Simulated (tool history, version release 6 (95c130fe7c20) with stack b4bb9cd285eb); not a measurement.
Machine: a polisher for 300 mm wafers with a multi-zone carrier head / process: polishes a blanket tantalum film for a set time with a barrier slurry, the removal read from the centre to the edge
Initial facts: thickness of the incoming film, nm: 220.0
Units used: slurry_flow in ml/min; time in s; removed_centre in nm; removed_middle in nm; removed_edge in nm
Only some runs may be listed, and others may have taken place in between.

{"run": 1, "hour": 0.0, "slurry_flow": 290, "centre_zone": 1.0, "middle_zone": 1.0, "edge_zone": 1.0, "slurry_solids": 1.0, "time": 46, "removed_centre": 58.233, "removed_middle": 55.625, "removed_edge": 56.026}
{"run": 2, "hour": 1.8, "slurry_flow": 290, "centre_zone": 1.0, "middle_zone": 0.94, "edge_zone": 1.0, "slurry_solids": 1.0, "time": 46, "removed_centre": 58.223, "removed_middle": 52.1, "removed_edge": 55.198}
{"run": 3, "hour": 9.1, "slurry_flow": 285, "centre_zone": 0.96, "middle_zone": 0.91, "edge_zone": 0.95, "slurry_solids": 0.85, "time": 41, "removed_centre": 47.855, "removed_middle": 43.632, "removed_edge": 46.934}
{"run": 4, "hour": 12.3, "slurry_flow": 245, "centre_zone": 0.96, "middle_zone": 0.91, "edge_zone": 0.95, "slurry_solids": 0.85, "time": 41, "removed_centre": 46.229, "removed_middle": 43.577, "removed_edge": 46.293}
{"run": 5, "hour": 16.4, "slurry_flow": 245, "centre_zone": 0.96, "middle_zone": 0.9, "edge_zone": 0.92, "slurry_solids": 0.75, "time": 37, "removed_centre": 40.658, "removed_middle": 38.109, "removed_edge": 40.121}
{"run": 6, "hour": 25.1, "slurry_flow": 245, "centre_zone": 0.96, "middle_zone": 0.89, "edge_zone": 0.9, "slurry_solids": 0.65, "time": 35, "removed_centre": 36.644, "removed_middle": 34.41, "removed_edge": 36.517}

For run 7, what comes out?
{"run": 7, "hour": 30.9, "slurry_flow": 240, "centre_zone": 0.96, "middle_zone": 0.88, "edge_zone": 0.88, "slurry_solids": 0.6, "time": 34, "removed_centre": "?", "removed_middle": "?", "removed_edge": "?"}

{"run 7": {"removed_centre": 36.321, "removed_middle": 32.69, "removed_edge": 34.327}}

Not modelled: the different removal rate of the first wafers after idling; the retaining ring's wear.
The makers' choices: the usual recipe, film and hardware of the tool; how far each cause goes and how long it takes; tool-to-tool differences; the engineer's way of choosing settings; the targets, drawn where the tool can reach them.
